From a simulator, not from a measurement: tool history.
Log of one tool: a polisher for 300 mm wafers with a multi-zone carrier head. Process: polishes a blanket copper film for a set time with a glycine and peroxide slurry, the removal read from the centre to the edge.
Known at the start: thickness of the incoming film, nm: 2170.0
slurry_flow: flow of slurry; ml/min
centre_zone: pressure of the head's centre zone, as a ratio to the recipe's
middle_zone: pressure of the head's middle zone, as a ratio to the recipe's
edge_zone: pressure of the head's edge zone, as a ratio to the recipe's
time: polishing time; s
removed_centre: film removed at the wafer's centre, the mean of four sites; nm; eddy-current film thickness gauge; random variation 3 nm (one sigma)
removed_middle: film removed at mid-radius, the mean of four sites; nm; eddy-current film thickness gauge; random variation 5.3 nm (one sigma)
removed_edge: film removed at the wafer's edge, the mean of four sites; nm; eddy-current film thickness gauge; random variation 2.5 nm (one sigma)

| run | day | slurry_flow | centre_zone | middle_zone | edge_zone | time | removed_centre | removed_middle | removed_edge |
|---|---|---|---|---|---|---|---|---|---|
| 1 | 0.000 | 210 | 1.00 | 1.00 | 1.00 | 85 | 315.18 | 317.29 | 315.50 |
| 2 | 0.208 | 220 | 1.00 | 1.01 | 1.02 | 85 | 317.61 | 320.42 | 319.98 |
| 3 | 0.304 | 225 | 1.00 | 1.02 | 1.04 | 86 | 321.60 | 322.24 | 324.22 |
| 4 | 0.500 | 185 | 1.00 | 1.02 | 1.04 | 86 | 314.20 | 329.40 | 317.56 |
| 5 | 0.700 | 235 | 1.00 | 1.02 | 1.04 | 86 | 324.08 | 338.62 | 330.30 |
| 6 | 0.758 | 235 | 1.00 | 1.02 | 1.04 | 103 | 391.14 | 403.93 | 389.37 |
| 7 | 1.067 | 225 | 0.99 | 1.01 | 1.03 | 102 | 380.90 | 394.59 | 384.36 |

Run 8 comes next. What will it give?
| 8 | 1.092 | 185 | 0.91 | 0.98 | 0.94 | 98 | ? | ? | ? |

{"run 8": {"removed_centre": 326.07, "removed_middle": 350.04, "removed_edge": 342.34}}
